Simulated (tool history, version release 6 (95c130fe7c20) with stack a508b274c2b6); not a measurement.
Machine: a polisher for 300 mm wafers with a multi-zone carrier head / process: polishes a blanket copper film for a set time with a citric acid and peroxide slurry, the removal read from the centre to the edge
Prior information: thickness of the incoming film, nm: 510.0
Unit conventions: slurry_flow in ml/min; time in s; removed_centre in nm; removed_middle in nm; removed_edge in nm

run 1 day=0 | slurry_flow=120 centre_zone=1 middle_zone=1 edge_zone=1 slurry_solids=1 time=87 | removed_centre=187.27 removed_middle=185.04 removed_edge=184.49
run 2 day=0.296 | slurry_flow=120 centre_zone=1.07 middle_zone=1 edge_zone=1 slurry_solids=1 time=87 | removed_centre=199.63 removed_middle=183.69 removed_edge=186.07
run 3 day=0.608 | slurry_flow=115 centre_zone=1.05 middle_zone=1 edge_zone=0.99 slurry_solids=1 time=87 | removed_centre=192.55 removed_middle=182.91 removed_edge=180.94
run 4 day=0.912 | slurry_flow=110 centre_zone=1.03 middle_zone=1 edge_zone=0.99 slurry_solids=1 time=87 | removed_centre=186.06 removed_middle=177.29 removed_edge=178.71
run 5 day=1.217 | slurry_flow=110 centre_zone=1.03 middle_zone=1 edge_zone=0.99 slurry_solids=0.9 time=87 | removed_centre=182.4 removed_middle=176 removed_edge=177.11
run 6 day=1.254 | slurry_flow=100 centre_zone=1.03 middle_zone=1 edge_zone=0.99 slurry_solids=0.9 time=87 | removed_centre=176.68 removed_middle=170.07 removed_edge=171.92
run 7 day=1.55 | slurry_flow=95 centre_zone=1.02 middle_zone=1.01 edge_zone=0.99 slurry_solids=0.9 time=87 | removed_centre=169.42 removed_middle=168.6 removed_edge=171.33
run 8 day=1.858 | slurry_flow=95 centre_zone=1.01 middle_zone=1.02 edge_zone=0.98 slurry_solids=0.9 time=87 | removed_centre=172.69 removed_middle=170.64 removed_edge=170.1

Estimate the outcome of run 9 from the log above:
run 9 day=2.025 | slurry_flow=95 centre_zone=1 middle_zone=1.03 edge_zone=0.98 slurry_solids=0.9 time=87 | removed_centre=? removed_middle=? removed_edge=?

removed_centre: 169.28 nm
removed_middle: 169.87 nm
removed_edge: 167.72 nm
